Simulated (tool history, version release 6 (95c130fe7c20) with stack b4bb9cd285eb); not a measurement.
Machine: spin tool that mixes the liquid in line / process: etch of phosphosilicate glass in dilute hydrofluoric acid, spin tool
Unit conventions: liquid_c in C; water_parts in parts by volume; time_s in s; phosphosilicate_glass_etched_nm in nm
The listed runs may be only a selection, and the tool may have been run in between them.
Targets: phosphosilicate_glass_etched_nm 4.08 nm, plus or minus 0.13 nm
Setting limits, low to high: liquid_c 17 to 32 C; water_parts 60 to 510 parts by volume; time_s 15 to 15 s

run,hour,liquid_c,water_parts,time_s,phosphosilicate_glass_etched_nm
1,0,24,285,15,3.1849
2,4.8,20.5,285,15,2.8058
3,10.8,21.5,285,15,2.9143
4,19.5,21.5,285,15,2.9155
5,27.5,22.5,285,15,2.9681
6,31.6,23.5,285,15,3.1066
7,39.1,24,285,15,3.2362
8,44.3,24.5,285,15,3.1844
9,45.9,24.5,285,15,3.1938
10,48.8,25,285,15,3.222
11,51.6,25.5,285,15,3.3218
12,53.8,25.5,285,15,3.3533
13,57.9,29.5,280,15,3.9783

4 next moves are on the table. One of them brings every result within its allowed miss. Which?
A,62,30.5,290,15,?
B,62,28,260,15,?
C,62,30,285,15,?
D,62,28.5,285,15,?

move,phosphosilicate_glass_etched_nm
A,3.8706
B,4.1095
C,3.897
D,3.7098
A: further off than the last run
B: in spec on every target
C: further off than the last run
D: further off than the last run
Correct choice: B, which meets every target
